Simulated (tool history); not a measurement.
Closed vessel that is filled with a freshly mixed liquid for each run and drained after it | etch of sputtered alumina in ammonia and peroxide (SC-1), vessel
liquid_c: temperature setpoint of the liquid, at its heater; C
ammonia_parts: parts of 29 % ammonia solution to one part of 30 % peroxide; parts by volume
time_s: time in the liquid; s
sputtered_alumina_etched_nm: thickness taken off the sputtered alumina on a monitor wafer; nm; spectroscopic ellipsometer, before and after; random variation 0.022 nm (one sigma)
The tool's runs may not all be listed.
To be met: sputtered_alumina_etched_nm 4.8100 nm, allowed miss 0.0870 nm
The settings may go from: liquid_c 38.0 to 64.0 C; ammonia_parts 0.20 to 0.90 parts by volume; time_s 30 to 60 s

run	day	liquid_c	ammonia_parts	time_s	sputtered_alumina_etched_nm
1	0.000	48.0	0.50	60	2.4142
2	0.300	48.0	0.60	60	2.4488
3	0.404	49.5	0.60	60	2.6957
4	0.692	50.5	0.60	60	2.8239
5	0.975	50.5	0.65	60	2.8459
6	1.058	50.5	0.65	60	2.8454
7	1.262	51.5	0.65	60	3.0233
8	1.604	52.5	0.65	60	3.1690
9	1.929	53.5	0.65	60	3.3732
10	2.217	54.5	0.65	60	3.5364
11	2.508	55.0	0.65	60	3.6497
12	2.742	55.0	0.65	60	3.6475
13	3.033	55.5	0.65	60	3.7315
14	3.400	56.0	0.65	60	3.8480
15	3.479	56.5	0.65	60	3.9343
16	3.658	57.0	0.65	60	4.0448
17	3.958	57.5	0.65	60	4.1415
18	4.017	58.0	0.65	60	4.2485

Which of these 5 next moves meets every target?
A	4.075	59.5	0.55	60	?
B	4.075	58.5	0.65	50	?
C	4.075	60.5	0.60	60	?
D	4.075	60.0	0.45	60	?
E	4.075	59.5	0.65	60	?

move	sputtered_alumina_etched_nm
A	4.5303
B	3.6422
C	4.8084
D	4.5609
E	4.6025
A: nearer than the last run, and not there yet
B: further off than the last run
C: meets every target
D: nearer than the last run, and not there yet
E: nearer than the last run, and not there yet
Move C is the one to make.

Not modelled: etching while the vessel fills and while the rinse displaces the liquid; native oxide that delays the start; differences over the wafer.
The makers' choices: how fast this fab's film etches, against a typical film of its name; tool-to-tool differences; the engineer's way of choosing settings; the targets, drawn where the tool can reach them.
